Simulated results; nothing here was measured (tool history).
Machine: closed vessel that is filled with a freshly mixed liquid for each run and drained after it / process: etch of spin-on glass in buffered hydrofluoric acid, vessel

run  hour  temperature setpoint of the liquid (C)  parts of 40 % ammonium fluoride to one part of 49 % hydrofluoric acid (parts by volume)  time in the liquid (s)  thickness taken off the spin-on glass on a monitor wafer (nm)
  1     0                                      24                                                                                     23.5                     105                                                         178.44
  2   8.2                                      24                                                                                     23.5                     105                                                         179.31
  3    13                                      24                                                                                     23.5                     110                                                         188.38
  4  15.6                                      24                                                                                       27                     110                                                         168.96
  5  17.9                                      22                                                                                       28                     110                                                         149.08
  6    24                                    18.5                                                                                       28                     110                                                         122.53

Run 7 comes next. What will it give?
  7  28.6                                      18                                                                                     28.5                     110                                                              ?

Run 7 measured thickness taken off the spin-on glass on a monitor wafer (nm) 117.3.
